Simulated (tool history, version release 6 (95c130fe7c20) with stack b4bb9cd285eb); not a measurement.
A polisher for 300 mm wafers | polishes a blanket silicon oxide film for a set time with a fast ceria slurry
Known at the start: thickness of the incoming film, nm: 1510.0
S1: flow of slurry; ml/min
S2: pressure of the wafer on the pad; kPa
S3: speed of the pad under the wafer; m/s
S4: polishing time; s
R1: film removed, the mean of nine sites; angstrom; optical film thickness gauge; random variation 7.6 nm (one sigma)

run 1 hour=0 | S1=145 S2=20.7 S3=1.2 S4=16 | R1=2968.6
run 2 hour=7.7 | S1=145 S2=24.1 S3=1.2 S4=16 | R1=3431.4
run 3 hour=14.7 | S1=145 S2=24.8 S3=1.24 S4=16 | R1=3533.1
run 4 hour=16.1 | S1=165 S2=24.8 S3=1.24 S4=16 | R1=3764.9
run 5 hour=21 | S1=170 S2=25.5 S3=1.28 S4=16 | R1=4022.4
run 6 hour=28.2 | S1=170 S2=22.8 S3=1.28 S4=16 | R1=3553.7
run 7 hour=31.5 | S1=175 S2=23.4 S3=1.32 S4=16 | R1=3909.7
run 8 hour=34.8 | S1=180 S2=24.1 S3=1.34 S4=16 | R1=4052.7
run 9 hour=42.7 | S1=180 S2=24.1 S3=1.34 S4=16 | R1=3960.5
run 10 hour=46 | S1=180 S2=24.8 S3=1.38 S4=16 | R1=4288.6
run 11 hour=54.4 | S1=180 S2=25.5 S3=1.4 S4=16 | R1=4471.6
run 12 hour=56.9 | S1=180 S2=26.2 S3=1.42 S4=16 | R1=4611.3
run 13 hour=62.4 | S1=185 S2=26.9 S3=1.44 S4=16 | R1=4847.9

Run 14 comes next. What will it give?
run 14 hour=71.3 | S1=185 S2=27.6 S3=1.46 S4=16 | R1=?

{"run 14": {"R1": 5070.2}}
